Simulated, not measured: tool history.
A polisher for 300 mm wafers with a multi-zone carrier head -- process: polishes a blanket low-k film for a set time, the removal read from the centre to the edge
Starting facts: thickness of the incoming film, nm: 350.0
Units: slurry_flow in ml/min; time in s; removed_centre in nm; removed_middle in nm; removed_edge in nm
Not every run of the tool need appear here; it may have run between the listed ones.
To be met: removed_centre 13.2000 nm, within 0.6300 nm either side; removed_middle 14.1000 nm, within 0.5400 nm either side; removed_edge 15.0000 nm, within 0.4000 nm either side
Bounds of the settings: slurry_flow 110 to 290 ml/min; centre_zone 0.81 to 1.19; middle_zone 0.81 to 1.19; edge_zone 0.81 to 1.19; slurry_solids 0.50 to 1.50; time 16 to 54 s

run	hour	slurry_flow	centre_zone	middle_zone	edge_zone	slurry_solids	time	removed_centre	removed_middle	removed_edge
1	0.0	185	1.00	1.00	1.00	1.00	35	9.7882	9.7700	9.5406
2	1.4	185	0.96	1.00	1.00	1.00	35	9.4536	9.8888	9.5547
3	4.9	185	0.96	1.00	1.00	0.85	35	8.5753	8.7321	8.7586
4	6.8	185	0.96	0.99	1.02	0.90	35	8.8592	8.9636	9.1798
# hour 9.6: slurry nozzle cleaned
5	9.6	185	0.96	0.99	1.08	0.90	35	9.3134	9.3933	9.5114
6	16.2	185	0.96	0.94	1.08	0.90	35	9.3332	9.0863	9.7175
7	17.9	190	0.95	0.93	1.09	0.95	35	9.4102	9.1863	10.0120
8	23.5	215	0.94	1.03	1.18	1.20	39	11.7080	12.5000	13.0900
9	26.6	230	0.94	1.02	1.19	1.35	39	12.7490	13.2920	13.9530
10	31.7	230	0.91	1.01	1.19	1.45	39	12.6850	13.6220	14.3890
11	37.7	240	0.90	1.00	1.19	1.50	39	12.6790	13.4950	14.5080

Below are 4 possible settings for the next run. Only one of them brings all results inside the allowed miss of their targets. Which is it?
A	43.7	290	1.02	0.92	1.17	1.45	38	?	?	?
B	43.7	290	1.02	1.11	1.07	1.50	39	?	?	?
C	43.7	290	0.90	0.98	1.16	1.50	40	?	?	?
D	43.7	240	0.91	1.06	1.17	1.45	41	?	?	?

move	removed_centre	removed_middle	removed_edge
A	14.0150	12.4980	14.3030
B	14.5880	15.1930	14.1700
C	13.1770	14.0460	15.1690
D	13.2270	14.9070	15.1990
A: its largest miss is bigger than the last run's
B: its largest miss is bigger than the last run's
C: hits every target within its allowed miss
D: puts the biggest miss on target and leaves a different result outside tolerance
C is the move that brings every result within its allowed miss.
